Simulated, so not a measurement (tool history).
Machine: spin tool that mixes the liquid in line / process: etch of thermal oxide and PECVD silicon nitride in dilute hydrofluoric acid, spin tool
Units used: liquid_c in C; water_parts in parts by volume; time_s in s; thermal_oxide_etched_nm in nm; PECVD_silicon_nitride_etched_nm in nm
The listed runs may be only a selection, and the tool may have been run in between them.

run	day	liquid_c	water_parts	time_s	thermal_oxide_etched_nm	PECVD_silicon_nitride_etched_nm
1	0	24	270	180	2.8621	1.3059
2	0.112	25.5	270	180	3.0533	1.4721
3	0.242	23.5	290	175	2.5473	1.1439
4	0.442	22	290	175	2.4009	1.0181
5	0.696	21	310	175	2.1198	0.92089
6	1.012	20	320	170	1.9416	0.79158
7	1.2	19	330	170	1.7757	0.77052
8	1.317	18.5	330	160	1.6526	0.66582
9	1.45	18	330	155	1.5757	0.62837

What does the tool deliver on the next run?
10	1.762	17.5	330	150	?	?

thermal_oxide_etched_nm: 1.4809 nm
PECVD_silicon_nitride_etched_nm: 0.57787 nm

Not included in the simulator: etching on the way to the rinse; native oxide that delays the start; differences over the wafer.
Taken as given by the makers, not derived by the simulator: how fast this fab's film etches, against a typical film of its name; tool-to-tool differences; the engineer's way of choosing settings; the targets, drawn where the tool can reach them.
